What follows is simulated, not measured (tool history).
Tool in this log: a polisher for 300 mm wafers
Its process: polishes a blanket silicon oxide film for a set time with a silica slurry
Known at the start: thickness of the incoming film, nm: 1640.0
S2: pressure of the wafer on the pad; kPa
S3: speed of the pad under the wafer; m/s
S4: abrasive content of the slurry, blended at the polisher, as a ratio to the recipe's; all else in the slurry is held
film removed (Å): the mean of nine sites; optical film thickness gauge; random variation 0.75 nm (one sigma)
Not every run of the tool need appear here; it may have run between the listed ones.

run 1 hour=0.0 | flow_of_slurry_(ml/min)=265 S2=19.3 S3=0.96 S4=1.0 polishing_time_(s)=32 | film_removed_(Å)=619.52
run 2 hour=4.8 | flow_of_slurry_(ml/min)=265 S2=20.7 S3=0.96 S4=1.0 polishing_time_(s)=32 | film_removed_(Å)=659.53
run 3 hour=10.9 | flow_of_slurry_(ml/min)=265 S2=22.1 S3=0.96 S4=1.0 polishing_time_(s)=32 | film_removed_(Å)=706.09
run 4 hour=16.8 | flow_of_slurry_(ml/min)=265 S2=24.8 S3=0.96 S4=1.0 polishing_time_(s)=32 | film_removed_(Å)=781.47
run 5 hour=19.8 | flow_of_slurry_(ml/min)=265 S2=24.8 S3=1.08 S4=1.0 polishing_time_(s)=32 | film_removed_(Å)=879.28
run 6 hour=26.3 | flow_of_slurry_(ml/min)=305 S2=24.8 S3=1.08 S4=1.0 polishing_time_(s)=32 | film_removed_(Å)=879.18
run 7 hour=30.4 | flow_of_slurry_(ml/min)=305 S2=25.5 S3=1.08 S4=1.0 polishing_time_(s)=32 | film_removed_(Å)=891.30
run 8 hour=36.2 | flow_of_slurry_(ml/min)=305 S2=26.2 S3=1.08 S4=1.0 polishing_time_(s)=32 | film_removed_(Å)=912.69

Run 9 has not been measured yet. What should we expect?
run 9 hour=39.5 | flow_of_slurry_(ml/min)=305 S2=26.9 S3=1.08 S4=1.0 polishing_time_(s)=32 | film_removed_(Å)=?

Logged for run 9: film removed (Å) 941.62.
